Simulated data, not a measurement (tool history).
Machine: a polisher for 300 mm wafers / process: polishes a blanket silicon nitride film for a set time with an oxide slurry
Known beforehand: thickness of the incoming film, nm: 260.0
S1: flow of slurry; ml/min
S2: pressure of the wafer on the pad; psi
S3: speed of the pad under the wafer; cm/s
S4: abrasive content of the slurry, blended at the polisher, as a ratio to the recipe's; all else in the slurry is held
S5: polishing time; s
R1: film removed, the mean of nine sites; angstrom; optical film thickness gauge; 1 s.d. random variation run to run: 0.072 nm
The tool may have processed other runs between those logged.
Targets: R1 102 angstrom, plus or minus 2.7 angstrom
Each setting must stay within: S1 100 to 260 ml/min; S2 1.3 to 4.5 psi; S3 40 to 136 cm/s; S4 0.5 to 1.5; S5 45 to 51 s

{"run": 1, "day": 0.0, "S1": 165, "S2": 2.9, "S3": 88, "S4": 1, "S5": 51, "R1": 215.88}
{"run": 2, "day": 0.371, "S1": 165, "S2": 2.9, "S3": 88, "S4": 0.8, "S5": 51, "R1": 197.14}
{"run": 3, "day": 0.462, "S1": 165, "S2": 2.9, "S3": 88, "S4": 0.9, "S5": 51, "R1": 206.85}
{"run": 4, "day": 0.829, "S1": 160, "S2": 2.5, "S3": 84, "S4": 0.9, "S5": 51, "R1": 171.84}
{"run": 5, "day": 1.204, "S1": 160, "S2": 2.5, "S3": 84, "S4": 0.8, "S5": 51, "R1": 161.9}
{"run": 6, "day": 1.546, "S1": 155, "S2": 2.2, "S3": 84, "S4": 0.8, "S5": 51, "R1": 142.65}
{"run": 7, "day": 1.762, "S1": 145, "S2": 2, "S3": 84, "S4": 0.8, "S5": 51, "R1": 128.87}
{"run": 8, "day": 1.862, "S1": 135, "S2": 1.9, "S3": 84, "S4": 0.8, "S5": 51, "R1": 122.08}
{"run": 9, "day": 1.933, "S1": 130, "S2": 1.8, "S3": 84, "S4": 0.8, "S5": 51, "R1": 113.93}
{"run": 10, "day": 2.262, "S1": 125, "S2": 1.8, "S3": 84, "S4": 0.8, "S5": 51, "R1": 112.68}
{"run": 11, "day": 2.392, "S1": 120, "S2": 1.8, "S3": 84, "S4": 0.8, "S5": 51, "R1": 112}
{"run": 12, "day": 2.421, "S1": 115, "S2": 1.8, "S3": 84, "S4": 0.8, "S5": 51, "R1": 111.52}

Below are 5 possible settings for the next run. Only one of them brings all results inside the allowed miss of their targets. Which is it?
{"run": "A", "day": 2.45, "S1": 120, "S2": 2.1, "S3": 84, "S4": 0.6, "S5": 49, "R1": "?"}
{"run": "B", "day": 2.45, "S1": 105, "S2": 1.9, "S3": 94, "S4": 0.7, "S5": 48, "R1": "?"}
{"run": "C", "day": 2.45, "S1": 100, "S2": 1.8, "S3": 84, "S4": 0.95, "S5": 45, "R1": "?"}
{"run": "D", "day": 2.45, "S1": 100, "S2": 2, "S3": 90, "S4": 0.8, "S5": 45, "R1": "?"}
{"run": "E", "day": 2.45, "S1": 135, "S2": 1.6, "S3": 78, "S4": 0.8, "S5": 51, "R1": "?"}

move=A R1=106.6
move=B R1=108.21
move=C R1=101.04
move=D R1=108.54
move=E R1=96.719
A: closes in on the targets versus the last run, not all within tolerance yet
B: closes in on the targets versus the last run, not all within tolerance yet
C: meets every target
D: closes in on the targets versus the last run, not all within tolerance yet
E: the result that was furthest off in the last run now lies on the other side of its target
C is the move that brings every result within its allowed miss.
